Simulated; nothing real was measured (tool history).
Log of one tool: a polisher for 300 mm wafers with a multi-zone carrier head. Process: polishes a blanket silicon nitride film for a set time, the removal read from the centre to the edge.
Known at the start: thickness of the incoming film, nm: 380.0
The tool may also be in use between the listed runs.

run	hour	flow of slurry (ml/min)	pressure of the head's centre zone	pressure of the head's middle zone	pressure of the head's edge zone	polishing time (s)	film removed at the wafer's centre (angstrom)	film removed at mid-radius (angstrom)	film removed at the wafer's edge (angstrom)
1	0	305	1	1	1	61	855.03	851.74	844.29
2	3	345	1	1	1	61	881.26	847.12	854.13
3	6.6	345	1	1	1	70	1001.7	990.52	967.52
4	11.6	345	1.08	1	1	70	1085.9	1004.5	956.63
5	15.6	350	1.08	0.96	1.02	70	1070.6	957.91	973.64
6	23.9	355	1.09	0.93	1.03	70	1103.1	924.55	995.19
7	31.1	355	1.09	0.92	1.04	70	1104.2	929.58	1011.5
8	37.6	355	1.09	0.91	1.04	70	1086.6	920.06	994.31
9	39.3	355	1.09	0.89	1.05	70	1078.4	906.67	1001

The next listed run, before its measurement:
10	46.4	360	1.1	0.88	1.06	70	?	?	?

Run 10 gave film removed at the wafer's centre (angstrom) 1101.5, film removed at mid-radius (angstrom) 904.86, film removed at the wafer's edge (angstrom) 1013.7.
